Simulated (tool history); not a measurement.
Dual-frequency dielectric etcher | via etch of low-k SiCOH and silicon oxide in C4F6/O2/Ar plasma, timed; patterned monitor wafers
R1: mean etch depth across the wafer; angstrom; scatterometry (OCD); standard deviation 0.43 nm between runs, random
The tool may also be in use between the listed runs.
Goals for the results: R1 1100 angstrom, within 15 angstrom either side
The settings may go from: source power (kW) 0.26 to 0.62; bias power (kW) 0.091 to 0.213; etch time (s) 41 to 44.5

{"run": 1, "hour": 0.0, "source power (kW)": 0.44, "bias power (kW)": 0.152, "etch time (s)": 44.5, "R1": 1250.4}
{"run": 2, "hour": 4.5, "source power (kW)": 0.44, "bias power (kW)": 0.152, "etch time (s)": 44.5, "R1": 1248.9}
{"run": 3, "hour": 6.8, "source power (kW)": 0.44, "bias power (kW)": 0.168, "etch time (s)": 44.5, "R1": 1291.2}
{"run": 4, "hour": 14.1, "source power (kW)": 0.44, "bias power (kW)": 0.158, "etch time (s)": 44.5, "R1": 1265.7}
{"run": 5, "hour": 20.6, "source power (kW)": 0.4, "bias power (kW)": 0.156, "etch time (s)": 44.5, "R1": 1204.1}
{"run": 6, "hour": 29.1, "source power (kW)": 0.46, "bias power (kW)": 0.156, "etch time (s)": 44.5, "R1": 1278.8}
{"run": 7, "hour": 30.6, "source power (kW)": 0.42, "bias power (kW)": 0.154, "etch time (s)": 44.5, "R1": 1232.4}
{"run": 8, "hour": 36.9, "source power (kW)": 0.39, "bias power (kW)": 0.153, "etch time (s)": 44.5, "R1": 1186.9}
{"run": 9, "hour": 44.9, "source power (kW)": 0.37, "bias power (kW)": 0.152, "etch time (s)": 44.5, "R1": 1161.6}
{"run": 10, "hour": 49.2, "source power (kW)": 0.36, "bias power (kW)": 0.152, "etch time (s)": 44.5, "R1": 1151.3}
{"run": 11, "hour": 55.9, "source power (kW)": 0.35, "bias power (kW)": 0.152, "etch time (s)": 44.5, "R1": 1135.1}
{"run": 12, "hour": 64.8, "source power (kW)": 0.34, "bias power (kW)": 0.152, "etch time (s)": 44.5, "R1": 1121.4}

Which single option among these 4 for the next run brings every result within its allowed miss of target? Just one does.
{"run": "A", "hour": 73.7, "source power (kW)": 0.35, "bias power (kW)": 0.158, "etch time (s)": 43.5, "R1": "?"}
{"run": "B", "hour": 73.7, "source power (kW)": 0.32, "bias power (kW)": 0.186, "etch time (s)": 42, "R1": "?"}
{"run": "C", "hour": 73.7, "source power (kW)": 0.36, "bias power (kW)": 0.154, "etch time (s)": 44, "R1": "?"}
{"run": "D", "hour": 73.7, "source power (kW)": 0.38, "bias power (kW)": 0.155, "etch time (s)": 43, "R1": "?"}

move=A R1=1122.3
move=B R1=1099.2
move=C R1=1139.7
move=D R1=1141.8
A: roughly where the last run was
B: every result within its allowed miss
C: its largest miss is bigger than the last run's
D: its largest miss is bigger than the last run's
The move that meets every target is B.
